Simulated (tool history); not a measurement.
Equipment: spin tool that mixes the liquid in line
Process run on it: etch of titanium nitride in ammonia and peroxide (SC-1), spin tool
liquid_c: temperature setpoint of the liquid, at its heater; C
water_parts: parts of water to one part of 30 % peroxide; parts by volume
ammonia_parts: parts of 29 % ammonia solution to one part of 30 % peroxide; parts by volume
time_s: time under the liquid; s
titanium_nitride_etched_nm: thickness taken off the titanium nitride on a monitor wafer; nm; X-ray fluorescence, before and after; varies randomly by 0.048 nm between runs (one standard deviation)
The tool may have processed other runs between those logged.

Run 1, hour 0.0: liquid_c 48.0 C, water_parts 21 parts by volume, ammonia_parts 0.8 parts by volume, time_s 80 s. Result: titanium_nitride_etched_nm 5.6081 nm.
Run 2, hour 3.7: liquid_c 48.5 C, water_parts 21 parts by volume, ammonia_parts 0.8 parts by volume, time_s 80 s. Result: titanium_nitride_etched_nm 5.8442 nm.
Run 3, hour 8.4: liquid_c 49.0 C, water_parts 21 parts by volume, ammonia_parts 0.8 parts by volume, time_s 80 s. Result: titanium_nitride_etched_nm 6.0943 nm.
Run 4, hour 11.7: liquid_c 53.5 C, water_parts 21 parts by volume, ammonia_parts 0.8 parts by volume, time_s 80 s. Result: titanium_nitride_etched_nm 8.4565 nm.
Run 5, hour 20.0: liquid_c 53.5 C, water_parts 21 parts by volume, ammonia_parts 0.8 parts by volume, time_s 80 s. Result: titanium_nitride_etched_nm 8.3197 nm.
Run 6, hour 24.5: liquid_c 53.5 C, water_parts 21 parts by volume, ammonia_parts 0.8 parts by volume, time_s 85 s. Result: titanium_nitride_etched_nm 8.8697 nm.
Run 7, hour 28.3: liquid_c 53.5 C, water_parts 21 parts by volume, ammonia_parts 0.8 parts by volume, time_s 85 s. Result: titanium_nitride_etched_nm 8.7437 nm.
Run 8, hour 31.4: liquid_c 52.5 C, water_parts 21 parts by volume, ammonia_parts 0.8 parts by volume, time_s 85 s. Result: titanium_nitride_etched_nm 8.2633 nm.
Run 9, hour 36.3: liquid_c 51.5 C, water_parts 21 parts by volume, ammonia_parts 0.8 parts by volume, time_s 85 s. Result: titanium_nitride_etched_nm 7.7006 nm.
Run 10, hour 37.5: liquid_c 51.0 C, water_parts 21 parts by volume, ammonia_parts 0.8 parts by volume, time_s 85 s. Result: titanium_nitride_etched_nm 7.4213 nm.

For run 11, what comes out?
Run 11, hour 41.9: liquid_c 48.5 C, water_parts 21 parts by volume, ammonia_parts 0.8 parts by volume, time_s 85 s. Result: titanium_nitride_etched_nm ?.

titanium_nitride_etched_nm: 6.1962 nm

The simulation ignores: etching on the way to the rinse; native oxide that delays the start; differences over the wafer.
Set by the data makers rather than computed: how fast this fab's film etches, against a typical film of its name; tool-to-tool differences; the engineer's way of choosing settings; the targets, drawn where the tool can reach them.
